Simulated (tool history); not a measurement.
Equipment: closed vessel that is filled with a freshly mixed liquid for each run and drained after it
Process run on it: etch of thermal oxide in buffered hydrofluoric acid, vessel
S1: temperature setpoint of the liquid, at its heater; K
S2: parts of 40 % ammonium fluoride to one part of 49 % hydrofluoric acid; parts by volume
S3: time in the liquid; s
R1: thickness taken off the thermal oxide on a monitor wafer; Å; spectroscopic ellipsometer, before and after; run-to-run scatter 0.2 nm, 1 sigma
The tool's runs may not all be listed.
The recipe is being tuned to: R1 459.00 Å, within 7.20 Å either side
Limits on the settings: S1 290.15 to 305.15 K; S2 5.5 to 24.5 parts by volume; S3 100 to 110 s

Run 1, day 0.000: S1 297.15 K, S2 15.0 parts by volume, S3 100 s. Result: R1 741.39 Å.
Run 2, day 0.112: S1 299.15 K, S2 15.0 parts by volume, S3 100 s. Result: R1 829.83 Å.
Run 3, day 0.254: S1 299.15 K, S2 19.0 parts by volume, S3 100 s. Result: R1 659.88 Å.
Run 4, day 0.412: S1 297.65 K, S2 19.0 parts by volume, S3 100 s. Result: R1 603.34 Å.
Run 5, day 0.717: S1 296.65 K, S2 19.0 parts by volume, S3 100 s. Result: R1 574.61 Å.
Run 6, day 0.892: S1 300.15 K, S2 19.0 parts by volume, S3 100 s. Result: R1 692.53 Å.
Run 7, day 0.975: S1 298.65 K, S2 19.0 parts by volume, S3 100 s. Result: R1 638.31 Å.
Run 8, day 1.096: S1 297.15 K, S2 19.0 parts by volume, S3 100 s. Result: R1 589.70 Å.
Run 9, day 1.417: S1 296.15 K, S2 19.0 parts by volume, S3 100 s. Result: R1 556.82 Å.
Run 10, day 1.533: S1 295.15 K, S2 19.0 parts by volume, S3 100 s. Result: R1 524.33 Å.
Run 11, day 1.571: S1 294.65 K, S2 19.0 parts by volume, S3 100 s. Result: R1 510.16 Å.
Run 12, day 1.683: S1 294.15 K, S2 19.0 parts by volume, S3 100 s. Result: R1 501.55 Å.
Run 13, day 1.858: S1 293.65 K, S2 19.0 parts by volume, S3 100 s. Result: R1 485.60 Å.

4 candidate next runs follow, results not yet known. Just one meets every target within its allowed miss. Identify it.
Run A, day 2.033: S1 293.65 K, S2 18.0 parts by volume, S3 100 s. Result: R1 ?.
Run B, day 2.033: S1 292.15 K, S2 18.5 parts by volume, S3 100 s. Result: R1 ?.
Run C, day 2.033: S1 292.65 K, S2 19.5 parts by volume, S3 100 s. Result: R1 ?.
Run D, day 2.033: S1 293.65 K, S2 19.0 parts by volume, S3 105 s. Result: R1 ?.

move      R1
   A  510.25
   B  456.47
   C  445.73
   D  507.92
A: its largest miss is bigger than the last run's
B: each result inside its tolerance
C: pushes the last run's worst result past its target
D: its largest miss is bigger than the last run's
The move that meets every target is B.
